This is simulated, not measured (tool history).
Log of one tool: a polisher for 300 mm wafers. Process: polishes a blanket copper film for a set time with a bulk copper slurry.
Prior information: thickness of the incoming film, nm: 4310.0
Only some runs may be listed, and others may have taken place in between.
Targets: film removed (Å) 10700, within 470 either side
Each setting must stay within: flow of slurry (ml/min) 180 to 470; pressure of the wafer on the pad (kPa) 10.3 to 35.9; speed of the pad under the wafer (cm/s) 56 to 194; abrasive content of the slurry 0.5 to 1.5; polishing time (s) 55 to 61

run,hour,flow of slurry (ml/min),pressure of the wafer on the pad (kPa),speed of the pad under the wafer (cm/s),abrasive content of the slurry,polishing time (s),film removed (Å)
1,0,300,22.8,124,1,61,6418.6
2,1.3,300,24.1,124,1,61,6801.9
3,5.4,300,24.1,124,1,55,6082.4
4,13.5,300,24.1,124,1,55,6236.4
# hour 14.7: slurry nozzle cleaned
5,14.7,300,24.1,150,1,55,7527.8
6,19.8,300,24.8,150,1,55,7574.8
7,24,300,25.5,150,1,55,7717.9
8,30.2,300,26.9,150,1,55,8300.2
9,33.2,300,27.6,150,1,55,8252.6
10,35.3,300,28.3,150,1,55,8599.8
11,43.6,300,29,150,1,55,8845.5
12,50.8,300,29.6,150,1,55,9156.6

4 candidate next runs follow, results not yet known. Just one meets every target within its allowed miss. Identify it.
A,58,285,29,176,0.9,60,?
B,58,270,28.3,132,1,55,?
C,58,270,27.6,160,1.15,59,?
D,58,360,29.6,138,0.95,61,?

move,film removed (Å)
A,10896
B,7693.4
C,9914.8
D,9349.2
A: every result within its allowed miss
B: moves away from the targets compared with the last run
C: closes in on the targets versus the last run, not all within tolerance yet
D: closes in on the targets versus the last run, not all within tolerance yet
A meets every target.
